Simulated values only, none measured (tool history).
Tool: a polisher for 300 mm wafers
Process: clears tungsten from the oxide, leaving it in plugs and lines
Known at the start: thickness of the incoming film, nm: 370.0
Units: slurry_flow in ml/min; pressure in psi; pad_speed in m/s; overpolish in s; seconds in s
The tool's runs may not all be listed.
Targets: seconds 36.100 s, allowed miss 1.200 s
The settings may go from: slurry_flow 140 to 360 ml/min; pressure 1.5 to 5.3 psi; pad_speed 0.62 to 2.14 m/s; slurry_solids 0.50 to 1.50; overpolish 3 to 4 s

run	day	slurry_flow	pressure	pad_speed	slurry_solids	overpolish	seconds
1	0.000	230	3.4	1.38	1.00	4	69.529
2	0.242	230	3.9	1.38	1.00	4	60.306
3	0.442	230	4.3	1.42	1.00	4	54.030
4	0.700	230	4.6	1.48	1.00	4	48.289
5	0.983	230	4.8	1.52	1.00	4	45.625
6	1.358	230	4.9	1.56	1.00	4	42.708
7	1.633	230	5.0	1.58	1.00	4	42.350
8	1.654	230	5.1	1.62	1.00	4	40.481
9	1.792	230	5.2	1.64	1.00	4	38.850
10	1.996	230	5.2	1.66	1.00	4	38.133
11	2.054	230	5.2	1.68	1.00	4	38.372
12	2.350	230	5.2	1.70	1.00	4	37.294

Which of these 5 next moves meets every target?
A	2.646	210	5.3	1.48	1.05	4	?
B	2.646	230	5.0	1.66	1.10	3	?
C	2.646	175	5.3	1.70	0.90	4	?
D	2.646	305	4.6	1.92	1.10	4	?
E	2.646	225	5.1	1.70	0.95	4	?

move	seconds
A	42.356
B	39.298
C	39.528
D	36.144
E	39.342
A: further off than the last run
B: further off than the last run
C: further off than the last run
D: meets every target
E: further off than the last run
Answer: D
